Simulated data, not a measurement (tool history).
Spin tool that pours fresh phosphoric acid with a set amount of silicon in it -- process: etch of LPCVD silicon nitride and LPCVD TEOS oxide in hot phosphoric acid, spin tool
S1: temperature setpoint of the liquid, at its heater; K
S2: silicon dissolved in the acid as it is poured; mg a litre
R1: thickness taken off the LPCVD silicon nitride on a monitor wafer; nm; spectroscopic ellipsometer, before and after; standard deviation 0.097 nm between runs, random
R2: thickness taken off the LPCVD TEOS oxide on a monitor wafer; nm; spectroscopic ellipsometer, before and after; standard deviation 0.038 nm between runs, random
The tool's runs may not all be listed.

Run 1, hour 0: S1 433.15 K, S2 10 mg a litre, time under the liquid (s) 180. Result: R1 15.091 nm, R2 0.55555 nm.
Run 2, hour 0.8: S1 434.65 K, S2 10 mg a litre, time under the liquid (s) 180. Result: R1 15.965 nm, R2 0.58025 nm.
Run 3, hour 5.9: S1 435.65 K, S2 9 mg a litre, time under the liquid (s) 190. Result: R1 17.397 nm, R2 0.62837 nm.
Run 4, hour 8: S1 436.15 K, S2 7.5 mg a litre, time under the liquid (s) 195. Result: R1 18.102 nm, R2 0.7254 nm.
Run 5, hour 13.5: S1 436.15 K, S2 12 mg a litre, time under the liquid (s) 195. Result: R1 18.041 nm, R2 0.68153 nm.
Run 6, hour 22.1: S1 435.15 K, S2 12 mg a litre, time under the liquid (s) 195. Result: R1 17.608 nm, R2 0.68044 nm.
Run 7, hour 23: S1 435.65 K, S2 11.5 mg a litre, time under the liquid (s) 200. Result: R1 18.401 nm, R2 0.67532 nm.
Run 8, hour 27.6: S1 436.15 K, S2 10.5 mg a litre, time under the liquid (s) 205. Result: R1 19.06 nm, R2 0.70517 nm.

Predict the results of run 9:
Run 9, hour 30.7: S1 436.65 K, S2 9.5 mg a litre, time under the liquid (s) 205. Result: R1 ?, R2 ?.

{"run 9": {"R1": 19.618, "R2": 0.86181}}

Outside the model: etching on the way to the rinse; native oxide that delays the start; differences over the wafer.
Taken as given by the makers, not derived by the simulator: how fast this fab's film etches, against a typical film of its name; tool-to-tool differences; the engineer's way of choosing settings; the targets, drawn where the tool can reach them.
